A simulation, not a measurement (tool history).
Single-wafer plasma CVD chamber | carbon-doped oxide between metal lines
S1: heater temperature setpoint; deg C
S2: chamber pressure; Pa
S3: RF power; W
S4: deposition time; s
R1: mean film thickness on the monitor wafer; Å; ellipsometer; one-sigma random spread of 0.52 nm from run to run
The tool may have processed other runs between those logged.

{"run": 1, "hour": 0.0, "S1": 365, "S2": 849, "S3": 645, "S4": 23.5, "R1": 1317.8}
{"run": 2, "hour": 2.5, "S1": 365, "S2": 849, "S3": 645, "S4": 23.5, "R1": 1308.6}
{"run": 3, "hour": 8.4, "S1": 365, "S2": 904, "S3": 645, "S4": 23.5, "R1": 1311.4}
{"run": 4, "hour": 10.8, "S1": 365, "S2": 851, "S3": 645, "S4": 23.5, "R1": 1309.3}
{"run": 5, "hour": 17.2, "S1": 359, "S2": 851, "S3": 645, "S4": 23.5, "R1": 1337.8}
{"run": 6, "hour": 20.7, "S1": 359, "S2": 851, "S3": 580, "S4": 23.5, "R1": 1250.8}
{"run": 7, "hour": 28.1, "S1": 358, "S2": 853, "S3": 595, "S4": 23.5, "R1": 1278.8}

Expected results for the next run?
{"run": 8, "hour": 36.5, "S1": 357, "S2": 857, "S3": 605, "S4": 23.5, "R1": "?"}

For run 8 the tool returned R1 1290.2 Å.
